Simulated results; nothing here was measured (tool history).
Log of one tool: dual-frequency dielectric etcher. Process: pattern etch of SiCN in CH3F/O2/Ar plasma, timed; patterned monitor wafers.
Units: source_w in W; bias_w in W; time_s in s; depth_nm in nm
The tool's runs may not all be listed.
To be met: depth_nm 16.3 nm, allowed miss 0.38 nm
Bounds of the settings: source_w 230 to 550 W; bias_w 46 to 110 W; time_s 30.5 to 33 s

run	day	source_w	bias_w	time_s	depth_nm
1	0	390	78	33	13.241
2	0.342	390	84	33	13.796
3	0.425	400	85	33	14.065
4	0.717	400	73	33	13.067
5	0.871	450	73	33	14.075
6	1.217	450	84	33	14.87
7	1.475	460	84	33	14.946
# day 1.788: wet clean of the chamber
8	1.788	470	84	33	15.772

5 next moves are on the table. One of them brings every result within its allowed miss. Which?
A	2.1	470	83	31	?
B	2.1	490	84	31.5	?
C	2.1	450	81	32	?
D	2.1	480	87	31.5	?
E	2.1	550	76	32.5	?

move	depth_nm
A	14.742
B	15.367
C	14.745
D	15.421
E	16.142
A: further off than the last run
B: further off than the last run
C: further off than the last run
D: further off than the last run
E: meets every target
Move E is the one to make.
